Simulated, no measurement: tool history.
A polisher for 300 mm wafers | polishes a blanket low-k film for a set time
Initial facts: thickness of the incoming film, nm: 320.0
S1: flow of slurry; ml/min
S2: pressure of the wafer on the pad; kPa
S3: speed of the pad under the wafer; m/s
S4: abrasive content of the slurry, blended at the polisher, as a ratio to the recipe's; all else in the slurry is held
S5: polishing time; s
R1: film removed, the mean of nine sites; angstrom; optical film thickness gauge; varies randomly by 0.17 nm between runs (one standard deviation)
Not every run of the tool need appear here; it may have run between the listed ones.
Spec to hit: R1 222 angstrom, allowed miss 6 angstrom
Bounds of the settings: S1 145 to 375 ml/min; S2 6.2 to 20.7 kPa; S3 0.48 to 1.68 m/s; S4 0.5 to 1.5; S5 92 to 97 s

run	hour	S1	S2	S3	S4	S5	R1
1	0	240	13.1	1.08	1	92	363.88
2	5.3	240	13.1	1.08	1	92	361.12
3	8.5	240	13.1	0.86	1	92	302.59
4	12.4	240	12.4	0.86	1	92	281.72
5	16.4	240	12.4	0.86	1	92	279.77
6	18.2	240	12.4	0.68	1	92	232.22
7	20.2	235	12.4	0.68	1	92	234.4
8	26.3	230	12.4	0.68	1	92	234.4

Exactly one of the 4 candidate moves below puts every result within its allowed miss. Which one?
A	32.4	230	11.7	0.7	0.9	95	?
B	32.4	215	11.7	0.7	1	95	?
C	32.4	195	13.1	0.62	1.1	92	?
D	32.4	240	13.1	0.52	1.15	92	?

move	R1
A	222.91
B	232.25
C	234.23
D	212.35
A: each result inside its tolerance
B: nearer the targets than the last run, but a result is still out of spec
C: no nearer and no further than the last run
D: takes the result that was furthest off past its target
Correct choice: A, which meets every target
